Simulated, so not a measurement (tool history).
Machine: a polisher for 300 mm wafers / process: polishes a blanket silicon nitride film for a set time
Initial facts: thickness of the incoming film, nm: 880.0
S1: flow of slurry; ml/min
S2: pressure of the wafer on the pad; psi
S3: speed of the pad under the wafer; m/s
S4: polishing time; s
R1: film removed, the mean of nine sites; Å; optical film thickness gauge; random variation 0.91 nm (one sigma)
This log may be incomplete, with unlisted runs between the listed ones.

run 1 hour=0 | S1=125 S2=4.8 S3=1.42 S4=62 | R1=2247.6
run 2 hour=8.2 | S1=125 S2=4.8 S3=1.42 S4=62 | R1=2244.8
run 3 hour=9 | S1=125 S2=4.8 S3=1.22 S4=62 | R1=2091.4
run 4 hour=11.6 | S1=125 S2=4.8 S3=1.22 S4=56 | R1=1861.3
run 5 hour=12.6 | S1=125 S2=4.8 S3=1.22 S4=56 | R1=1875.5
run 6 hour=13.4 | S1=110 S2=4.8 S3=1.22 S4=56 | R1=1850.4
run 7 hour=17.3 | S1=110 S2=4.5 S3=1.22 S4=56 | R1=1718.4
run 8 hour=24.8 | S1=105 S2=4.3 S3=1.22 S4=56 | R1=1637.3
run 9 hour=33.7 | S1=105 S2=4.1 S3=1.22 S4=56 | R1=1543.5
run 10 hour=37.2 | S1=100 S2=4 S3=1.22 S4=56 | R1=1525.5
run 11 hour=44.3 | S1=100 S2=3.9 S3=1.22 S4=56 | R1=1488.2
run 12 hour=45.3 | S1=100 S2=3.8 S3=1.22 S4=56 | R1=1453.7
run 13 hour=53.1 | S1=100 S2=3.7 S3=1.22 S4=56 | R1=1397.8

Run 14 comes next. What will it give?
run 14 hour=56.1 | S1=100 S2=3.6 S3=1.22 S4=56 | R1=?

{"run 14": {"R1": 1377.9}}

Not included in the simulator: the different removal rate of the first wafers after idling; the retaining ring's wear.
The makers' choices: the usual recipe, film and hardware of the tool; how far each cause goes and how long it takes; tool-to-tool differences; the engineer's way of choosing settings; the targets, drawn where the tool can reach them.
